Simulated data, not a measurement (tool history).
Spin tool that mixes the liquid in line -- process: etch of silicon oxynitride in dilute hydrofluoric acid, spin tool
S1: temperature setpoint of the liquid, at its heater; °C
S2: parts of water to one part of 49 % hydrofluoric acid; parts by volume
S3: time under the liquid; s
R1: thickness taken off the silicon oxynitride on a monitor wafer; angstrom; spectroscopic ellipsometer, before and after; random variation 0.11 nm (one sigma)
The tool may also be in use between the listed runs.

run  hour    S1   S2   S3      R1
  1     0    24  145  270  76.271
  2   8.5  25.5  120  270  100.66
  3  12.6    27  100  270  131.38
  4  13.7    25  100  270  120.14
  5    15  26.5   90  270  144.88
  6  17.2  27.5   80  270  170.33
  7  19.8  28.5   75  270  192.82
  8    23  29.5   75  270  201.86

The next listed run, before its measurement:
  9  26.2  30  70  270   ?

{"run 9": {"R1": 220.65}}
